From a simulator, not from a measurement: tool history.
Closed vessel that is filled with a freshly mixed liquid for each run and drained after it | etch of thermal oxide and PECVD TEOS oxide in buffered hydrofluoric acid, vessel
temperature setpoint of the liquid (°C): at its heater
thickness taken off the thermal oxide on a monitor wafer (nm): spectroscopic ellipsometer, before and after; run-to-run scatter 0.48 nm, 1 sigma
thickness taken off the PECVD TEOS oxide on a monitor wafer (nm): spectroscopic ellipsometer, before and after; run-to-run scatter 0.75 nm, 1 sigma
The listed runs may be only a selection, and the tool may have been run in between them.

run	hour	temperature setpoint of the liquid (°C)	parts of 40 % ammonium fluoride to one part of 49 % hydrofluoric acid (parts by volume)	time in the liquid (s)	thickness taken off the thermal oxide on a monitor wafer (nm)	thickness taken off the PECVD TEOS oxide on a monitor wafer (nm)
1	0	22	8.5	60	59.447	119.74
2	2.3	20	8.5	60	53.008	107.81
3	4.9	20	6	60	75.45	150.65
4	10.2	20	8.5	60	53.391	107.86
5	16.6	21.5	8.5	60	57.401	116.5
6	25.1	22.5	8.5	60	61.6	122.73

Predict the results of run 7:
7	30.7	23	8.5	60	?	?

Logged for run 7: thickness taken off the thermal oxide on a monitor wafer (nm) 63.771, thickness taken off the PECVD TEOS oxide on a monitor wafer (nm) 125.66.

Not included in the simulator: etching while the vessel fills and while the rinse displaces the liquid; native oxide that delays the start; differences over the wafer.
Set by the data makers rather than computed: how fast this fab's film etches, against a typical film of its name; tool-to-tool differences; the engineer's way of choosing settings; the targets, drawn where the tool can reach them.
